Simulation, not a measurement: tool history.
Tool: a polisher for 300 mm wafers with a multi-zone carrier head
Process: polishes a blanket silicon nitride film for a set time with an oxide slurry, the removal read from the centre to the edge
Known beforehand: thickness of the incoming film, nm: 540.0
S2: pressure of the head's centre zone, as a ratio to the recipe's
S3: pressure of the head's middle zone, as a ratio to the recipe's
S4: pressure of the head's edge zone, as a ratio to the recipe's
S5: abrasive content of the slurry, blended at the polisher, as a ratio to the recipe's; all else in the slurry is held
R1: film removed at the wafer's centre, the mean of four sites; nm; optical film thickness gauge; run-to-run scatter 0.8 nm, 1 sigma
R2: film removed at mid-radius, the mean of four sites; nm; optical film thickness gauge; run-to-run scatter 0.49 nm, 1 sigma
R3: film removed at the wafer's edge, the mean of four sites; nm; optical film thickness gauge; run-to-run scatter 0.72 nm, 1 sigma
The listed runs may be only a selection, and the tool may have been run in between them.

{"run": 1, "hour": 0.0, "flow of slurry (ml/min)": 155, "S2": 1, "S3": 1, "S4": 1, "S5": 1, "polishing time (s)": 53, "R1": 40.827, "R2": 41.199, "R3": 40.13}
{"run": 2, "hour": 7.9, "flow of slurry (ml/min)": 120, "S2": 1, "S3": 1, "S4": 1, "S5": 1, "polishing time (s)": 53, "R1": 39.851, "R2": 39.744, "R3": 39.383}
{"run": 3, "hour": 9.5, "flow of slurry (ml/min)": 120, "S2": 1, "S3": 1, "S4": 1, "S5": 0.85, "polishing time (s)": 53, "R1": 37.963, "R2": 37.784, "R3": 37.798}
{"run": 4, "hour": 10.0, "flow of slurry (ml/min)": 130, "S2": 1.06, "S3": 1.04, "S4": 1.04, "S5": 1.1, "polishing time (s)": 55, "R1": 44.814, "R2": 43.743, "R3": 43.144}
{"run": 5, "hour": 16.3, "flow of slurry (ml/min)": 95, "S2": 1.06, "S3": 1.04, "S4": 1.04, "S5": 1.1, "polishing time (s)": 55, "R1": 40.956, "R2": 41.794, "R3": 41.396}
{"run": 6, "hour": 19.5, "flow of slurry (ml/min)": 95, "S2": 1.06, "S3": 1.04, "S4": 0.99, "S5": 1.1, "polishing time (s)": 55, "R1": 41.853, "R2": 41.9, "R3": 40.44}
{"run": 7, "hour": 23.3, "flow of slurry (ml/min)": 140, "S2": 1.16, "S3": 1.12, "S4": 1.09, "S5": 1.35, "polishing time (s)": 57, "R1": 54.976, "R2": 52.409, "R3": 49.574}

Run 8 has not been measured yet. What should we expect?
{"run": 8, "hour": 27.3, "flow of slurry (ml/min)": 165, "S2": 1.17, "S3": 1.13, "S4": 1.1, "S5": 1.4, "polishing time (s)": 57, "R1": "?", "R2": "?", "R3": "?"}

{"run 8": {"R1": 56.794, "R2": 54.921, "R3": 50.98}}
